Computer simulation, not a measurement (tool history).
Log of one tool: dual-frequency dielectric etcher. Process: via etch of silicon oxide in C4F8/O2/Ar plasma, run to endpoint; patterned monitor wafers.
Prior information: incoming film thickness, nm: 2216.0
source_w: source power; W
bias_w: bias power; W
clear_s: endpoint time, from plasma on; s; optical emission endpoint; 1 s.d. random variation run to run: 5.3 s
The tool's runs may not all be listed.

run	hour	source_w	bias_w	clear_s
1	0.0	1730	1700	493.01
2	8.9	1920	1700	473.91
3	17.2	1920	1533	485.22
4	19.1	2130	1533	462.41
# hour 27.9: source power generator calibrated
5	27.9	1890	1410	503.66
6	35.3	1890	1189	523.35

Run 7 is up next; what results do you expect?
7	40.6	1760	1142	?

{"run 7": {"clear_s": 540.23}}

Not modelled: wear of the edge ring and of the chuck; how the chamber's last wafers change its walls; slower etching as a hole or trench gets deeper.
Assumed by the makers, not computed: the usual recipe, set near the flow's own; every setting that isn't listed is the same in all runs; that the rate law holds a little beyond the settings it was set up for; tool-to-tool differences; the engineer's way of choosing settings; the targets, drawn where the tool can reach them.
